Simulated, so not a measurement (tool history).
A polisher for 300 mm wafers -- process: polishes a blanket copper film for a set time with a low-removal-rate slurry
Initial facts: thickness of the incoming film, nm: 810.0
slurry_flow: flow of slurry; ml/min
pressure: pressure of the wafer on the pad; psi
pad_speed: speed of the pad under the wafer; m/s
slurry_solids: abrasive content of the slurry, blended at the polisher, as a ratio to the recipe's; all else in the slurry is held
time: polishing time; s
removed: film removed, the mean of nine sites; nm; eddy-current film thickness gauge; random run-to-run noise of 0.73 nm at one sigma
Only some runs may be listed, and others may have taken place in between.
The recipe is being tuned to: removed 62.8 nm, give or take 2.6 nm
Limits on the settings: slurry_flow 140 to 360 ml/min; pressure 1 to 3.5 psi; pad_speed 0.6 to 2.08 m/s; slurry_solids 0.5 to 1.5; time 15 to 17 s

run	hour	slurry_flow	pressure	pad_speed	slurry_solids	time	removed
1	0	230	2.2	1.34	1	17	41.979
2	2	230	2.3	1.34	1	17	43.878
3	4.4	230	2.3	1.34	0.9	17	41.848
4	11.4	230	2.3	1.34	0.9	15	37.79
5	16.5	230	2.3	1.46	0.9	15	41.099
6	22.3	230	2.4	1.46	0.9	15	42.717
7	30.9	230	3	1.5	0.9	15	53.385
8	38.5	230	3.1	1.5	0.9	15	56.074
9	42.9	230	3.3	1.5	0.9	15	58.842

4 next moves are on the table. One of them brings every result within its allowed miss. Which?
A	47.3	210	3.3	1.6	0.9	15	?
B	47.3	250	3.1	1.44	0.85	15	?
C	47.3	260	2.9	1.58	0.95	15	?
D	47.3	250	3.3	1.42	1	15	?

move	removed
A	61.66
B	52.639
C	55.723
D	57.576
A: each result inside its tolerance
B: lands further from the targets than the last run did
C: lands further from the targets than the last run did
D: lands further from the targets than the last run did
A is the move that brings every result within its allowed miss.

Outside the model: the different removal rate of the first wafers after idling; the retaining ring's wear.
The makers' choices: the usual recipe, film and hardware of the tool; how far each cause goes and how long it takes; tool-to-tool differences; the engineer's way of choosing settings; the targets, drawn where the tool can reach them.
